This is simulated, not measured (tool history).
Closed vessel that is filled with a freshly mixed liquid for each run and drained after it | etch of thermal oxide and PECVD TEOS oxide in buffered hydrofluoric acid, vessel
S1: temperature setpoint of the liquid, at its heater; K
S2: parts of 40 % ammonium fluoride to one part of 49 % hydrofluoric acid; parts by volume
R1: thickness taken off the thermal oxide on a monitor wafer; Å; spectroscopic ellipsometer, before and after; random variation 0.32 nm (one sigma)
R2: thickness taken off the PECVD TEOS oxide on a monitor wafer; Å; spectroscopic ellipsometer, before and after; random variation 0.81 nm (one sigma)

run 1 hour=0.0 | S1=295.15 S2=17.0 time_in_the_liquid_(s)=65 | R1=380.14 R2=739.16
run 2 hour=2.5 | S1=295.15 S2=13.5 time_in_the_liquid_(s)=65 | R1=480.00 R2=924.20
run 3 hour=4.1 | S1=295.15 S2=9.0 time_in_the_liquid_(s)=65 | R1=681.91 R2=1323.80
run 4 hour=7.9 | S1=293.65 S2=9.0 time_in_the_liquid_(s)=65 | R1=635.87 R2=1218.20
run 5 hour=16.4 | S1=292.15 S2=9.0 time_in_the_liquid_(s)=65 | R1=574.96 R2=1126.60
run 6 hour=21.0 | S1=291.65 S2=9.0 time_in_the_liquid_(s)=65 | R1=564.49 R2=1097.50

Run 7 comes next. What will it give?
run 7 hour=26.7 | S1=291.15 S2=9.0 time_in_the_liquid_(s)=65 | R1=? R2=?

R1: 549.58 Å
R2: 1045.00 Å
